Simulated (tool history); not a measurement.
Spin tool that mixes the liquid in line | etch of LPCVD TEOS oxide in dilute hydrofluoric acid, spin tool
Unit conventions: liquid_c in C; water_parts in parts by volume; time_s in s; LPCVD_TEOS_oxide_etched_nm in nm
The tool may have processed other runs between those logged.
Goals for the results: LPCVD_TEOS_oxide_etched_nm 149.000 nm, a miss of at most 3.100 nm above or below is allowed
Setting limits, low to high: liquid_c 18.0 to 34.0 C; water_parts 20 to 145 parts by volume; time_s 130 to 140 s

| run | hour | liquid_c | water_parts | time_s | LPCVD_TEOS_oxide_etched_nm |
|---|---|---|---|---|---|
| 1 | 0.0 | 26.0 | 80 | 130 | 85.385 |
| 2 | 5.0 | 24.5 | 80 | 130 | 81.173 |
| 3 | 13.2 | 24.5 | 80 | 130 | 79.979 |
| 4 | 22.0 | 24.5 | 80 | 130 | 80.742 |
| 5 | 30.3 | 26.0 | 75 | 130 | 91.984 |
| 6 | 32.4 | 26.0 | 60 | 130 | 116.760 |
| 7 | 40.3 | 27.0 | 60 | 130 | 123.650 |
| 8 | 44.4 | 27.5 | 60 | 130 | 124.970 |
| 9 | 48.4 | 28.0 | 60 | 130 | 126.830 |
| 10 | 54.1 | 28.5 | 60 | 130 | 129.560 |
| 11 | 62.1 | 29.0 | 60 | 130 | 133.180 |
| 12 | 63.8 | 29.5 | 60 | 130 | 134.530 |

Which single option among these 4 for the next run brings every result within its allowed miss of target? Just one does.
| A | 65.5 | 26.5 | 55 | 140 | ? |
| B | 65.5 | 28.5 | 55 | 135 | ? |
| C | 65.5 | 28.0 | 65 | 140 | ? |
| D | 65.5 | 29.5 | 60 | 135 | ? |

| move | LPCVD_TEOS_oxide_etched_nm |
|---|---|
| A | 142.150 |
| B | 148.440 |
| C | 125.880 |
| D | 140.480 |
A: gains on the last run, yet a result remains outside its allowed miss
B: in spec on every target
C: lands further from the targets than the last run did
D: gains on the last run, yet a result remains outside its allowed miss
B is the move that brings every result within its allowed miss.
